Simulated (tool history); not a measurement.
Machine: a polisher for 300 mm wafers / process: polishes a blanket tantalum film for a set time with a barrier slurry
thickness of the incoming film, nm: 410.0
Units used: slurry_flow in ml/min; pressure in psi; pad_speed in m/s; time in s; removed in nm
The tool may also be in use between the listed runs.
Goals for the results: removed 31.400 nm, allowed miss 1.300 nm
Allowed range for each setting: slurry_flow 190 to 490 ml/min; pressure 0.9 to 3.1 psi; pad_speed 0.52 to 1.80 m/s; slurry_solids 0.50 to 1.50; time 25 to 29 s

run	day	slurry_flow	pressure	pad_speed	slurry_solids	time	removed
1	0.000	315	2.0	1.16	1.00	29	63.225
2	0.142	315	2.0	1.16	1.00	25	55.090
3	0.196	315	2.0	0.88	1.00	25	43.601
4	0.458	315	2.0	0.88	1.00	29	49.506
5	0.521	315	1.8	0.88	1.00	29	45.855
6	0.838	315	1.8	0.74	1.00	29	39.698
7	1.025	315	1.7	0.74	1.00	29	38.055
8	1.221	315	1.6	0.74	1.00	29	35.402
9	1.242	315	1.5	0.74	1.00	29	33.649
10	1.483	315	1.5	0.74	1.00	29	32.912

Which of these 4 next moves meets every target?
A	1.725	190	1.2	1.44	0.55	27	?
B	1.725	360	1.4	0.86	1.05	27	?
C	1.725	350	1.0	1.14	1.35	28	?
D	1.725	305	1.5	0.96	0.95	25	?

move	removed
A	31.036
B	33.385
C	34.196
D	34.517
A: hits every target within its allowed miss
B: moves away from the targets compared with the last run
C: moves away from the targets compared with the last run
D: moves away from the targets compared with the last run
Move A is the one to make.
